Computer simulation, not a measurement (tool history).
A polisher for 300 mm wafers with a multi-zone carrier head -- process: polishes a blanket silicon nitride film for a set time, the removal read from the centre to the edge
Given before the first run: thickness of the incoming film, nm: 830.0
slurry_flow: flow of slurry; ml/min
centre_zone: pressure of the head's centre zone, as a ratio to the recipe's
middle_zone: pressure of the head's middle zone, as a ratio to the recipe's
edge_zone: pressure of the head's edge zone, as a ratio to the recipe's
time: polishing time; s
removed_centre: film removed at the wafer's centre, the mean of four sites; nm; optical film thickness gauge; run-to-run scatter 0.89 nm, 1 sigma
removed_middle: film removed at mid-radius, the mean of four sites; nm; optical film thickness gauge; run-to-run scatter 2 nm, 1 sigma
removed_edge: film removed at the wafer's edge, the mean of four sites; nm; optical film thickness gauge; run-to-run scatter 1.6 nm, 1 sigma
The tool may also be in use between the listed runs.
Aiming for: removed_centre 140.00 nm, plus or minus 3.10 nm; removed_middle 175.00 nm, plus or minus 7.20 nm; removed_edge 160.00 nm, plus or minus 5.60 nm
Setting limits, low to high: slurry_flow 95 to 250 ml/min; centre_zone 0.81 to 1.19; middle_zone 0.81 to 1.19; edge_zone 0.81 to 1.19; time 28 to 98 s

run,hour,slurry_flow,centre_zone,middle_zone,edge_zone,time,removed_centre,removed_middle,removed_edge
1,0.0,160,1.00,1.00,1.00,63,172.93,172.88,171.70
2,2.0,140,1.00,1.00,1.00,63,167.41,168.88,170.56
3,6.8,140,1.06,1.00,1.00,63,174.88,169.53,170.10
4,13.2,130,1.02,1.03,0.99,63,167.64,167.55,166.05
5,20.8,125,0.97,1.07,0.99,63,156.47,167.71,163.62
6,25.8,120,0.94,1.10,0.98,64,153.90,177.73,163.94
7,32.4,100,0.86,1.09,0.98,64,131.91,164.30,158.42
8,34.6,105,0.86,1.09,0.97,64,133.73,171.03,158.90
9,42.9,110,0.86,1.09,0.97,64,137.56,169.50,157.49
10,45.5,110,0.86,1.10,0.97,64,134.52,175.48,160.42

4 candidate next runs follow, results not yet known. Just one meets every target within its allowed miss. Identify it.
A,48.1,120,0.85,1.13,0.93,62,?,?,?
B,48.1,155,0.88,1.10,0.88,61,?,?,?
C,48.1,105,0.85,1.10,0.96,64,?,?,?
D,48.1,105,0.90,1.14,0.97,64,?,?,?

move,removed_centre,removed_middle,removed_edge
A,132.12,173.84,157.19
B,144.24,177.65,158.14
C,130.20,168.51,159.92
D,137.97,173.65,160.50
A: the biggest miss grows against the last run
B: the result that was furthest off in the last run now lies on the other side of its target
C: the biggest miss grows against the last run
D: each result inside its tolerance
D meets every target.
